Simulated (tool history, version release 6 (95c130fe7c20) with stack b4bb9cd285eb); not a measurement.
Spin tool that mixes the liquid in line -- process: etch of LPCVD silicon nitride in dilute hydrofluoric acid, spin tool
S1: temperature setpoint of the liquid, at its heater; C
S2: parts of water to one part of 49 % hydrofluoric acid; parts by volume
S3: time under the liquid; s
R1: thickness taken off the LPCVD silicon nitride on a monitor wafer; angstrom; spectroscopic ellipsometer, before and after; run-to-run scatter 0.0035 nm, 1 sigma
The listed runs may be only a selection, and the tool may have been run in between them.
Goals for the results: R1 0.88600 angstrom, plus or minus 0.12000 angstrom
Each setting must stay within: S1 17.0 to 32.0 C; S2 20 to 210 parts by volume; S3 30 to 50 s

run  hour    S1   S2  S3       R1
  1   0.0  24.0  115  50  2.38480
  2   7.2  24.0   95  50  2.83570
  3  14.9  23.0  115  45  2.04350
  4  18.2  22.0  125  40  1.54030
  5  21.4  22.0  125  30  1.09020
  6  23.3  21.5  125  30  1.19090
  7  31.2  21.0  125  30  1.01430
  8  33.4  20.5  125  30  1.03830

Which of these 5 next moves meets every target?
  A  35.6  21.0  140  45   ?
  B  35.6  24.0  155  35   ?
  C  35.6  20.5  120  45   ?
  D  35.6  20.0  140  30   ?
  E  35.6  17.0   85  35   ?

move       R1
   A  1.45420
   B  1.24520
   C  1.63510
   D  0.90684
   E  1.39830
A: the biggest miss grows against the last run
B: the biggest miss grows against the last run
C: the biggest miss grows against the last run
D: hits every target within its allowed miss
E: the biggest miss grows against the last run
Move D is the one to make.
